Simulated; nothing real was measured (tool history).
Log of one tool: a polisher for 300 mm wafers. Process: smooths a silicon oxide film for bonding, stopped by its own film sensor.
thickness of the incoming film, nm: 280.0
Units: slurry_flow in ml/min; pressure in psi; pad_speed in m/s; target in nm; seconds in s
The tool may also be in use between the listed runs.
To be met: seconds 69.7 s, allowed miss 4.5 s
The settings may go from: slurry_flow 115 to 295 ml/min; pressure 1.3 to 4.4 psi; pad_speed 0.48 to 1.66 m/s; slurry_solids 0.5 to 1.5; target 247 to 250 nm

{"run": 1, "hour": 0.0, "slurry_flow": 190, "pressure": 2.8, "pad_speed": 1.06, "slurry_solids": 1, "target": 247, "seconds": 33.249}
{"run": 2, "hour": 7.6, "slurry_flow": 190, "pressure": 2.5, "pad_speed": 1, "slurry_solids": 1, "target": 247, "seconds": 39.51}
{"run": 3, "hour": 8.5, "slurry_flow": 190, "pressure": 2.3, "pad_speed": 0.98, "slurry_solids": 1, "target": 247, "seconds": 41.997}
{"run": 4, "hour": 14.9, "slurry_flow": 220, "pressure": 2.3, "pad_speed": 0.98, "slurry_solids": 1, "target": 247, "seconds": 42.459}
{"run": 5, "hour": 15.9, "slurry_flow": 220, "pressure": 2.6, "pad_speed": 0.98, "slurry_solids": 1, "target": 247, "seconds": 37.214}
{"run": 6, "hour": 22.9, "slurry_flow": 190, "pressure": 2.6, "pad_speed": 0.98, "slurry_solids": 1, "target": 247, "seconds": 38.044}
{"run": 7, "hour": 29.4, "slurry_flow": 190, "pressure": 2.6, "pad_speed": 0.98, "slurry_solids": 1, "target": 247, "seconds": 38.636}
{"run": 8, "hour": 37.0, "slurry_flow": 190, "pressure": 2.4, "pad_speed": 0.94, "slurry_solids": 1, "target": 247, "seconds": 43.841}
{"run": 9, "hour": 41.4, "slurry_flow": 190, "pressure": 2.2, "pad_speed": 0.94, "slurry_solids": 1, "target": 247, "seconds": 45.683}
{"run": 10, "hour": 43.1, "slurry_flow": 190, "pressure": 2, "pad_speed": 0.92, "slurry_solids": 1, "target": 247, "seconds": 52.545}
{"run": 11, "hour": 48.6, "slurry_flow": 190, "pressure": 1.9, "pad_speed": 0.92, "slurry_solids": 1, "target": 247, "seconds": 53.805}
{"run": 12, "hour": 49.3, "slurry_flow": 190, "pressure": 1.3, "pad_speed": 0.82, "slurry_solids": 1, "target": 247, "seconds": 86.145}
{"run": 13, "hour": 53.0, "slurry_flow": 190, "pressure": 1.4, "pad_speed": 0.82, "slurry_solids": 1, "target": 247, "seconds": 78.534}

Which of these 5 next moves meets every target?
{"run": "A", "hour": 56.7, "slurry_flow": 155, "pressure": 1.8, "pad_speed": 0.6, "slurry_solids": 1.05, "target": 247, "seconds": "?"}
{"run": "B", "hour": 56.7, "slurry_flow": 175, "pressure": 1.7, "pad_speed": 0.86, "slurry_solids": 1.05, "target": 250, "seconds": "?"}
{"run": "C", "hour": 56.7, "slurry_flow": 210, "pressure": 1.4, "pad_speed": 0.92, "slurry_solids": 1.1, "target": 247, "seconds": "?"}
{"run": "D", "hour": 56.7, "slurry_flow": 210, "pressure": 1.5, "pad_speed": 0.84, "slurry_solids": 1.15, "target": 250, "seconds": "?"}
{"run": "E", "hour": 56.7, "slurry_flow": 205, "pressure": 2.1, "pad_speed": 0.7, "slurry_solids": 1.05, "target": 247, "seconds": "?"}

move=A seconds=81.958
move=B seconds=57.892
move=C seconds=69.175
move=D seconds=62.072
move=E seconds=60.032
A: further off than the last run
B: takes the result that was furthest off past its target
C: meets every target
D: takes the result that was furthest off past its target
E: takes the result that was furthest off past its target
The right move is C.

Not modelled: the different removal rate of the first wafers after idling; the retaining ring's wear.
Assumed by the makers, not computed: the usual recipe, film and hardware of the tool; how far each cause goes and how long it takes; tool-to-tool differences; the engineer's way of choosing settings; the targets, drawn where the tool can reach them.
